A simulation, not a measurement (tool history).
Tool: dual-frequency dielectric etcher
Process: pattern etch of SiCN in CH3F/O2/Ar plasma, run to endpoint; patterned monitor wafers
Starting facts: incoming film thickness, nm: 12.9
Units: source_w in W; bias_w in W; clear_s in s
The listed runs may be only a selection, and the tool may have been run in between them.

run  hour  source_w  bias_w  clear_s
  1     0       470      76   36.926
  2   1.6       530      76   35.227
  3     7       530      82   34.157
  4  13.7       610      82   32.654
  5  19.7       650      82   31.776
  6  26.9       650      75   32.598
  7  32.8       580      69   34.794

Expected results for the next run?
  8  38.5       520      64        ?

{"run 8": {"clear_s": 36.999}}

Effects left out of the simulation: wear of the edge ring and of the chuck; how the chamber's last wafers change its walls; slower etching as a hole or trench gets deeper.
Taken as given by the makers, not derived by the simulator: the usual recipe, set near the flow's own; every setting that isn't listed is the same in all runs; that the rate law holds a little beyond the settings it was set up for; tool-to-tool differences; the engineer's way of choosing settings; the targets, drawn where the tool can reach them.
